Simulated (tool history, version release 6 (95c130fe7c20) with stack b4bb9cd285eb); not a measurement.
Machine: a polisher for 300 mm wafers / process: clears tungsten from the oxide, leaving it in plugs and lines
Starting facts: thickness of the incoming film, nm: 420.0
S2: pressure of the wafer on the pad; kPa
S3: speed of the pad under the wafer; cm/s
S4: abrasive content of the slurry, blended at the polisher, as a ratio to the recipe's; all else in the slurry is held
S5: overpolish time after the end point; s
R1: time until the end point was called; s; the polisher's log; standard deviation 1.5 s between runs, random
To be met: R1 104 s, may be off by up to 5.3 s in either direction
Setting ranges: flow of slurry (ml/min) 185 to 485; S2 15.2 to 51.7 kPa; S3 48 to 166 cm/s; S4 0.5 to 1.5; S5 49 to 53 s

run 1 hour=0 | flow_of_slurry_(ml/min)=310 S2=33.1 S3=106 S4=1 S5=49 | R1=75.046
run 2 hour=3.7 | flow_of_slurry_(ml/min)=310 S2=31.7 S3=106 S4=1 S5=49 | R1=75.493
run 3 hour=11.3 | flow_of_slurry_(ml/min)=310 S2=40 S3=106 S4=1 S5=49 | R1=63.949
run 4 hour=19.3 | flow_of_slurry_(ml/min)=310 S2=40 S3=106 S4=1 S5=53 | R1=63.403
run 5 hour=20.5 | flow_of_slurry_(ml/min)=310 S2=37.2 S3=104 S4=1 S5=53 | R1=68.076
run 6 hour=24 | flow_of_slurry_(ml/min)=310 S2=35.2 S3=102 S4=1 S5=53 | R1=74.26
run 7 hour=26.8 | flow_of_slurry_(ml/min)=310 S2=33.1 S3=102 S4=1 S5=53 | R1=74.958
run 8 hour=31.2 | flow_of_slurry_(ml/min)=310 S2=31 S3=100 S4=1 S5=53 | R1=80.158
run 9 hour=34.7 | flow_of_slurry_(ml/min)=310 S2=29.6 S3=100 S4=1 S5=53 | R1=83.219
run 10 hour=39.1 | flow_of_slurry_(ml/min)=310 S2=28.3 S3=100 S4=1 S5=53 | R1=85.091
run 11 hour=42.6 | flow_of_slurry_(ml/min)=310 S2=26.9 S3=100 S4=1 S5=53 | R1=89.876
run 12 hour=47.3 | flow_of_slurry_(ml/min)=310 S2=26.2 S3=100 S4=1 S5=53 | R1=91.811
run 13 hour=55.5 | flow_of_slurry_(ml/min)=310 S2=26.2 S3=100 S4=1 S5=53 | R1=92.092
run 14 hour=59.2 | flow_of_slurry_(ml/min)=310 S2=25.5 S3=100 S4=1 S5=53 | R1=93.881
run 15 hour=66.5 | flow_of_slurry_(ml/min)=310 S2=25.5 S3=100 S4=1 S5=53 | R1=93.567

Of the 4 settings listed for the next run, only one would bring every result within its allowed miss of target. Which one?
run A hour=73.8 | flow_of_slurry_(ml/min)=310 S2=22.8 S3=84 S4=1 S5=53 | R1=?
run B hour=73.8 | flow_of_slurry_(ml/min)=355 S2=24.1 S3=78 S4=1 S5=52 | R1=?
run C hour=73.8 | flow_of_slurry_(ml/min)=315 S2=22.1 S3=98 S4=1 S5=53 | R1=?
run D hour=73.8 | flow_of_slurry_(ml/min)=235 S2=25.5 S3=84 S4=0.9 S5=49 | R1=?

move=A R1=119.75
move=B R1=122.63
move=C R1=105.14
move=D R1=115.01
A: moves the result that the last run missed by most past its target, out the other side
B: moves the result that the last run missed by most past its target, out the other side
C: each result inside its tolerance
D: moves the result that the last run missed by most past its target, out the other side
The move that meets every target is C.
